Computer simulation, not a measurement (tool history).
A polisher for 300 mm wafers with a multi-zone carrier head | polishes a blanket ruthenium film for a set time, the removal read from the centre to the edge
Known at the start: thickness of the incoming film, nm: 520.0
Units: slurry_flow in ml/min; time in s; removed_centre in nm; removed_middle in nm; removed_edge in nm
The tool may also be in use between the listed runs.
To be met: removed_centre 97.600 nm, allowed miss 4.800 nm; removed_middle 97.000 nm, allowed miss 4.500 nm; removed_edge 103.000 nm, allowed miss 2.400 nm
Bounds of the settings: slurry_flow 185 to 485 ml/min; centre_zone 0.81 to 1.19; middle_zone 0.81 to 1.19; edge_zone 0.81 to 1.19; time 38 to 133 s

run 1 day=0.000 | slurry_flow=310 centre_zone=1.00 middle_zone=1.00 edge_zone=1.00 time=85 | removed_centre=130.820 removed_middle=134.240 removed_edge=131.040
run 2 day=0.058 | slurry_flow=305 centre_zone=0.99 middle_zone=0.98 edge_zone=0.99 time=83 | removed_centre=126.780 removed_middle=130.820 removed_edge=126.960
run 3 day=0.267 | slurry_flow=300 centre_zone=0.98 middle_zone=0.96 edge_zone=0.99 time=81 | removed_centre=122.560 removed_middle=126.560 removed_edge=124.700
run 4 day=0.475 | slurry_flow=300 centre_zone=0.98 middle_zone=0.94 edge_zone=0.99 time=79 | removed_centre=122.810 removed_middle=121.160 removed_edge=120.470
run 5 day=0.633 | slurry_flow=300 centre_zone=0.90 middle_zone=0.94 edge_zone=0.99 time=79 | removed_centre=109.600 removed_middle=119.490 removed_edge=122.500
run 6 day=0.862 | slurry_flow=300 centre_zone=0.82 middle_zone=0.94 edge_zone=0.99 time=79 | removed_centre=99.875 removed_middle=119.870 removed_edge=122.400
run 7 day=1.029 | slurry_flow=300 centre_zone=0.83 middle_zone=0.92 edge_zone=0.98 time=78 | removed_centre=99.696 removed_middle=117.840 removed_edge=120.240
run 8 day=1.312 | slurry_flow=295 centre_zone=0.84 middle_zone=0.91 edge_zone=0.97 time=77 | removed_centre=98.827 removed_middle=113.450 removed_edge=117.870
run 9 day=1.429 | slurry_flow=295 centre_zone=0.85 middle_zone=0.90 edge_zone=0.95 time=76 | removed_centre=100.020 removed_middle=111.160 removed_edge=114.420

5 next moves are on the table. One of them brings every result within its allowed miss. Which?
run A day=1.546 | slurry_flow=300 centre_zone=0.93 middle_zone=0.87 edge_zone=0.96 time=68 | removed_centre=? removed_middle=? removed_edge=?
run B day=1.546 | slurry_flow=355 centre_zone=0.83 middle_zone=1.11 edge_zone=1.06 time=76 | removed_centre=? removed_middle=? removed_edge=?
run C day=1.546 | slurry_flow=315 centre_zone=0.96 middle_zone=0.87 edge_zone=0.83 time=68 | removed_centre=? removed_middle=? removed_edge=?
run D day=1.546 | slurry_flow=215 centre_zone=0.85 middle_zone=1.07 edge_zone=0.88 time=73 | removed_centre=? removed_middle=? removed_edge=?
run E day=1.546 | slurry_flow=310 centre_zone=0.95 middle_zone=1.01 edge_zone=0.84 time=68 | removed_centre=? removed_middle=? removed_edge=?

move=A removed_centre=96.475 removed_middle=97.595 removed_edge=103.970
move=B removed_centre=97.866 removed_middle=135.930 removed_edge=121.700
move=C removed_centre=100.110 removed_middle=98.031 removed_edge=99.017
move=D removed_centre=90.970 removed_middle=120.260 removed_edge=104.910
move=E removed_centre=98.995 removed_middle=110.890 removed_edge=99.131
A: meets every target
B: further off than the last run
C: takes the result that was furthest off past its target
D: brings the result that was furthest off to its target, and leaves another outside
E: takes the result that was furthest off past its target
Answer: A
